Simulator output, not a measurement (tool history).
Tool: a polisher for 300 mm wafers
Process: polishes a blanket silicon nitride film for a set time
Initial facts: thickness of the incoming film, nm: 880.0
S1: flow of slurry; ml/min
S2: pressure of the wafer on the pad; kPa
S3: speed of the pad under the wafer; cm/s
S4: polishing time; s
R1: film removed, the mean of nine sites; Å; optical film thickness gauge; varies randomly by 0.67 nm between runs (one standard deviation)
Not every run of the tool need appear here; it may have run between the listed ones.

Run 1, hour 0.0: S1 215 ml/min, S2 29.0 kPa, S3 134 cm/s, S4 25 s. Result: R1 686.54 Å.
Run 2, hour 8.6: S1 220 ml/min, S2 31.0 kPa, S3 134 cm/s, S4 25 s. Result: R1 722.36 Å.
Run 3, hour 11.0: S1 220 ml/min, S2 31.0 kPa, S3 110 cm/s, S4 25 s. Result: R1 612.67 Å.
Run 4, hour 17.9: S1 220 ml/min, S2 36.5 kPa, S3 110 cm/s, S4 25 s. Result: R1 675.65 Å.
Run 5, hour 18.7: S1 230 ml/min, S2 38.6 kPa, S3 114 cm/s, S4 25 s. Result: R1 720.51 Å.
Run 6, hour 21.2: S1 230 ml/min, S2 38.6 kPa, S3 142 cm/s, S4 25 s. Result: R1 863.00 Å.
Run 7, hour 23.0: S1 230 ml/min, S2 40.0 kPa, S3 142 cm/s, S4 25 s. Result: R1 895.73 Å.
Run 8, hour 31.0: S1 230 ml/min, S2 40.7 kPa, S3 142 cm/s, S4 25 s. Result: R1 904.38 Å.

The next listed run, before its measurement:
Run 9, hour 33.7: S1 230 ml/min, S2 41.4 kPa, S3 142 cm/s, S4 25 s. Result: R1 ?.

Run 9 measured R1 900.39 Å.
